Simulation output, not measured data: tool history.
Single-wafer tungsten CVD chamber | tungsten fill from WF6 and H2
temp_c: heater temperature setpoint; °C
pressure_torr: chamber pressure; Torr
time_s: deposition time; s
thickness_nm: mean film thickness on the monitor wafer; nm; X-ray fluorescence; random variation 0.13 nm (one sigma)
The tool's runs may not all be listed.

run  hour  temp_c  pressure_torr  time_s  thickness_nm
  1   0.0     395           28.7    16.2        40.966
  2   6.1     391           28.7    16.2        37.631
  3  11.8     391           28.7    16.2        38.016
  4  12.7     400           28.7    16.2        44.339
  5  15.4     395           28.7    16.2        40.536
  6  19.1     391           28.6    16.2        37.693
  7  25.5     388           28.6    16.2        36.268

The next listed run, before its measurement:
     26.4  -- capacitance manometer re-zeroed and calibrated
  8  26.4     386           28.6    16.2             ?

thickness_nm: 34.042 nm

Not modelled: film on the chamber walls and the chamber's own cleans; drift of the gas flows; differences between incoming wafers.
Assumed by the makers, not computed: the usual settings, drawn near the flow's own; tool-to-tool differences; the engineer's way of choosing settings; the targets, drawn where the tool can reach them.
